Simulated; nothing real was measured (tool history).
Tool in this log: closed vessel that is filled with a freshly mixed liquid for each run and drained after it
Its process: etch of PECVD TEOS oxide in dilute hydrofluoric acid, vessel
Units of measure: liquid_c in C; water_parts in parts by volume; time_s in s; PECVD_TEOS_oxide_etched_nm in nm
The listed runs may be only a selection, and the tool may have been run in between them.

{"run": 1, "hour": 0.0, "liquid_c": 25, "water_parts": 50, "time_s": 90, "PECVD_TEOS_oxide_etched_nm": 22.782}
{"run": 2, "hour": 6.6, "liquid_c": 24.5, "water_parts": 50, "time_s": 90, "PECVD_TEOS_oxide_etched_nm": 22.217}
{"run": 3, "hour": 12.0, "liquid_c": 24, "water_parts": 50, "time_s": 90, "PECVD_TEOS_oxide_etched_nm": 21.919}
{"run": 4, "hour": 15.5, "liquid_c": 23.5, "water_parts": 50, "time_s": 90, "PECVD_TEOS_oxide_etched_nm": 21.461}
{"run": 5, "hour": 19.7, "liquid_c": 23.5, "water_parts": 50, "time_s": 95, "PECVD_TEOS_oxide_etched_nm": 22.673}
{"run": 6, "hour": 25.8, "liquid_c": 23, "water_parts": 50, "time_s": 95, "PECVD_TEOS_oxide_etched_nm": 22.209}
{"run": 7, "hour": 34.6, "liquid_c": 22.5, "water_parts": 50, "time_s": 95, "PECVD_TEOS_oxide_etched_nm": 21.67}

For run 8, what comes out?
{"run": 8, "hour": 43.4, "liquid_c": 22, "water_parts": 50, "time_s": 95, "PECVD_TEOS_oxide_etched_nm": "?"}

Run 8 measured PECVD_TEOS_oxide_etched_nm 21.149 nm.
